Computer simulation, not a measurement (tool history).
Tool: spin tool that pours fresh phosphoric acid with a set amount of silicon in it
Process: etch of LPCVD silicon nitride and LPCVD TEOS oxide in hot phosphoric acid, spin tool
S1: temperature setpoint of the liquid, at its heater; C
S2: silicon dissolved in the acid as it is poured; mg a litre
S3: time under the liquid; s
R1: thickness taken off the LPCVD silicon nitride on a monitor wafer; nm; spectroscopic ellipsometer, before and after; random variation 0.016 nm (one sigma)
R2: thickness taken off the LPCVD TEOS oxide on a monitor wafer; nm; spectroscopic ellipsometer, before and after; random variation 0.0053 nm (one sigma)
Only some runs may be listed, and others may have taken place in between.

{"run": 1, "hour": 0.0, "S1": 162.0, "S2": 14.5, "S3": 45, "R1": 4.1461, "R2": 0.1537}
{"run": 2, "hour": 7.8, "S1": 162.0, "S2": 8.0, "S3": 45, "R1": 4.1567, "R2": 0.17333}
{"run": 3, "hour": 10.4, "S1": 161.5, "S2": 10.0, "S3": 40, "R1": 3.637, "R2": 0.13717}
{"run": 4, "hour": 17.1, "S1": 161.0, "S2": 10.5, "S3": 35, "R1": 3.1251, "R2": 0.14681}
{"run": 5, "hour": 26.1, "S1": 159.0, "S2": 10.5, "S3": 35, "R1": 2.9667, "R2": 0.11021}
{"run": 6, "hour": 27.3, "S1": 160.0, "S2": 10.5, "S3": 35, "R1": 3.0865, "R2": 0.072613}
{"run": 7, "hour": 30.9, "S1": 159.5, "S2": 9.0, "S3": 30, "R1": 2.5767, "R2": 0.08961}
{"run": 8, "hour": 38.3, "S1": 157.5, "S2": 18.0, "S3": 15, "R1": 1.2019, "R2": 0.036859}
{"run": 9, "hour": 41.5, "S1": 158.0, "S2": 17.5, "S3": 15, "R1": 1.2051, "R2": 0.026498}
{"run": 10, "hour": 46.6, "S1": 158.5, "S2": 16.5, "S3": 15, "R1": 1.221, "R2": 0.037878}
{"run": 11, "hour": 53.6, "S1": 158.5, "S2": 15.0, "S3": 15, "R1": 1.2241, "R2": 0.027546}
{"run": 12, "hour": 60.5, "S1": 158.5, "S2": 13.5, "S3": 15, "R1": 1.2321, "R2": 0.033465}
{"run": 13, "hour": 67.3, "S1": 158.5, "S2": 12.0, "S3": 15, "R1": 1.2387, "R2": 0.03745}

For run 14, what comes out?
{"run": 14, "hour": 75.1, "S1": 158.5, "S2": 12.0, "S3": 15, "R1": "?", "R2": "?"}

For run 14 the tool returned R1 1.2388 nm, R2 0.033910 nm.
